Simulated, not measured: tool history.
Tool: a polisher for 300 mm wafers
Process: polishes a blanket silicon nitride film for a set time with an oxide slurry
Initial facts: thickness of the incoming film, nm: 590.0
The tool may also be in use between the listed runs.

run,day,flow of slurry (ml/min),pressure of the wafer on the pad (kPa),speed of the pad under the wafer (cm/s),abrasive content of the slurry,polishing time (s),film removed (angstrom)
1,0,310,20.7,122,1,46,312.94
2,0.354,310,17.9,120,1,46,267.35
3,0.55,310,15.9,120,1,46,238.03
4,0.667,310,15.9,144,1,46,271.92
5,0.904,310,15.9,144,1,46,271.9
6,0.946,310,13.8,144,1,46,230.88
7,1.008,310,13.8,144,1,46,238.49

Run 8 has not been measured yet. What should we expect?
8,1.379,310,13.1,144,1,46,?

{"run 8": {"film removed (angstrom)": 224.67}}

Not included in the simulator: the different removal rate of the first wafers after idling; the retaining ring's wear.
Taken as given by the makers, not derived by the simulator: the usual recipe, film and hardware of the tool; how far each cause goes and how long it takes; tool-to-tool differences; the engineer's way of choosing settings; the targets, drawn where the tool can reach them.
